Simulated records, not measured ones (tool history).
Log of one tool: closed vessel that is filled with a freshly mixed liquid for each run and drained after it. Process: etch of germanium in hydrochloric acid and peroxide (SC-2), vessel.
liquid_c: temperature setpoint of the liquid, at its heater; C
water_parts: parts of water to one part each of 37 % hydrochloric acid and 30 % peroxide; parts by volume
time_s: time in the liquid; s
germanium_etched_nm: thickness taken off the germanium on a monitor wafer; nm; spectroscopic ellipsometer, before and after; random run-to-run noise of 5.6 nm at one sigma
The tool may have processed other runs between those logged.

run    day  liquid_c  water_parts  time_s  germanium_etched_nm
  1  0.000      57.0          7.5     105               502.97
  2  0.312      60.0          7.5     105               561.45
  3  0.417      61.5          7.5     105               579.07
  4  0.675      61.5          8.5     105               586.31
  5  0.975      62.5          8.5     105               597.05
  6  1.042      58.5          8.5     105               530.53
  7  1.192      61.0          8.5     105               566.61
  8  1.312      62.5          8.5     105               594.57
  9  1.379      63.5          8.5     105               612.46
 10  1.488      64.5          8.5     105               628.73

Forecast run 11:
 11  1.854      65.0          8.5     105                    ?

germanium_etched_nm: 630.84 nm

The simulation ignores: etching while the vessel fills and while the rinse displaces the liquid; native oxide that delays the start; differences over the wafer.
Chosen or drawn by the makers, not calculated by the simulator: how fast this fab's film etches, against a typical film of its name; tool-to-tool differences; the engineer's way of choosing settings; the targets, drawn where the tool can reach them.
